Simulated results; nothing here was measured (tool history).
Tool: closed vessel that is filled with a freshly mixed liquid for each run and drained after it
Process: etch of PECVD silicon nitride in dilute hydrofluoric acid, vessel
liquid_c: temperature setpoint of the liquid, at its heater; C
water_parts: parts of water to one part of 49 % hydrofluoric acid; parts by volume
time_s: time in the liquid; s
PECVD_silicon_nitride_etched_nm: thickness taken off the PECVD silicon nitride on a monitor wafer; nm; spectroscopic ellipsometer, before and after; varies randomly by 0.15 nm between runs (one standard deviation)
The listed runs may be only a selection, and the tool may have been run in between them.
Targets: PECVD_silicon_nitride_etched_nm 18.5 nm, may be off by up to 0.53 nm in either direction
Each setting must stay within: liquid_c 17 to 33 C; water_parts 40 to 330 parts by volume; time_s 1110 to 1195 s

run,hour,liquid_c,water_parts,time_s,PECVD_silicon_nitride_etched_nm
1,0,25,185,1110,23.855
2,8.9,25,155,1110,28.328
3,15.8,25,95,1110,46.135
4,24.3,22,95,1110,38.169
5,28.2,21,105,1110,31.849
6,36.2,21,105,1110,32.635
7,40.9,20.5,110,1110,29.234
8,48.5,20,115,1110,27.228
9,58,19.5,120,1110,25.355
10,65.9,17,155,1110,16.858

Consider the 5 candidate settings below. Which is the only one whose results all fall within their allowed miss of target?
A,73.8,17.5,145,1175,?
B,73.8,17,140,1110,?
C,73.8,17,130,1110,?
D,73.8,17,135,1145,?
E,73.8,17.5,140,1150,?

move,PECVD_silicon_nitride_etched_nm
A,19.668
B,18.572
C,19.949
D,19.842
E,19.913
A: moves the result that the last run missed by most past its target, out the other side
B: all results land within tolerance of their targets
C: moves the result that the last run missed by most past its target, out the other side
D: moves the result that the last run missed by most past its target, out the other side
E: moves the result that the last run missed by most past its target, out the other side
So the answer is move B, the one that meets all the targets.
